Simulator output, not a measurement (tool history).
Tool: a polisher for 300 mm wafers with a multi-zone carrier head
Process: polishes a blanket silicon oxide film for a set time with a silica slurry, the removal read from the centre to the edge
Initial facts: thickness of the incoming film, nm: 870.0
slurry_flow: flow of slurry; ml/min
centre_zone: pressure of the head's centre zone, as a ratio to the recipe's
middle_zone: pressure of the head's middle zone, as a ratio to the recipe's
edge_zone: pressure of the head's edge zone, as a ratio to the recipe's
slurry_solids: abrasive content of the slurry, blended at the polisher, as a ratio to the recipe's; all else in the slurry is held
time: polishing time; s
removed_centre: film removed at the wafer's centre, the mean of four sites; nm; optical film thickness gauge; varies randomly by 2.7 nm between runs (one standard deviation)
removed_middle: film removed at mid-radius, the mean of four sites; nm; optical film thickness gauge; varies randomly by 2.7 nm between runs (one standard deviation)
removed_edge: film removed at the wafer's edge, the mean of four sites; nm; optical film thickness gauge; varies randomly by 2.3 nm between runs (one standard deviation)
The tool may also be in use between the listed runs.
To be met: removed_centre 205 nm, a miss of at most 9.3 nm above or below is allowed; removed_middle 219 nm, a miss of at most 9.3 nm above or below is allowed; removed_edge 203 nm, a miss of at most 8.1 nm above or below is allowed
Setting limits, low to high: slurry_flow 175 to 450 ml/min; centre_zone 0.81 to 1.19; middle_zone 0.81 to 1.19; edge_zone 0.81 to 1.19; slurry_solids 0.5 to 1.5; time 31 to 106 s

run    day  slurry_flow  centre_zone  middle_zone  edge_zone  slurry_solids  time  removed_centre  removed_middle  removed_edge
  1      0          290            1            1          1              1    68           310.4          327.68        321.21
  2  0.138          290            1            1       0.98            0.9    66          302.85          303.65        300.03
  3  0.288          245            1            1       0.98            0.9    66          293.43          298.21        294.95
  4  0.575          245         0.98         1.01       0.96            0.8    63          259.51          276.91        266.97
  5  0.604          245         0.98         1.01       0.96            0.8    50          208.22           214.2         215.3
  6  0.912          245         0.98         1.01       0.96           0.95    50          220.38          237.05        224.96
  7  1.071          245         0.98         1.01       0.94           0.95    50          224.07          233.33        226.09
  8  1.379          245         0.97         1.02       0.92            0.9    50          215.75           232.4        215.26
  9  1.433          245         0.97         1.01       0.91            0.9    50          215.56          226.72        217.84

Exercise: of the 5 proposed moves below, exactly one satisfies all targets within the stated allowed misses. Which move is it?
  A  1.488          250         0.98         1.03       0.91           0.95    46               ?               ?             ?
  B  1.488          345         0.81         1.08       1.02            0.7    57               ?               ?             ?
  C  1.488          305         1.07            1       0.86           0.95    46               ?               ?             ?
  D  1.488          210         0.89         0.93       0.97            0.9    53               ?               ?             ?
  E  1.488          305         1.01         1.04       0.88            1.2    45               ?               ?             ?

move  removed_centre  removed_middle  removed_edge
   A          201.73          213.13        204.39
   B          194.39          258.42        247.36
   C          225.21          211.92        202.98
   D          202.69          217.28        234.46
   E          223.26          230.18        215.02
A: in spec on every target
B: further off than the last run
C: gets the furthest-off result to its target, but another result is out of tolerance
D: further off than the last run
E: further off than the last run
Correct choice: A, which meets every target
